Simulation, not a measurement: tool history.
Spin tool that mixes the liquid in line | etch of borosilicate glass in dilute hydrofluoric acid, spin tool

run,day,temperature setpoint of the liquid (°C),parts of water to one part of 49 % hydrofluoric acid (parts by volume),time under the liquid (s),thickness taken off the borosilicate glass on a monitor wafer (Å)
1,0.000,23.0,295,205,181.89
2,0.150,25.0,265,205,224.83
3,0.504,25.0,265,205,223.96
4,0.829,25.0,265,225,247.21
5,1.175,25.0,265,205,223.86
6,1.204,26.5,240,205,265.23
7,1.467,30.5,160,205,512.53
8,1.604,26.5,160,205,446.10

What will run 9 give?
9,1.800,26.0,160,205,?

{"run 9": {"thickness taken off the borosilicate glass on a monitor wafer (Å)": 433.97}}

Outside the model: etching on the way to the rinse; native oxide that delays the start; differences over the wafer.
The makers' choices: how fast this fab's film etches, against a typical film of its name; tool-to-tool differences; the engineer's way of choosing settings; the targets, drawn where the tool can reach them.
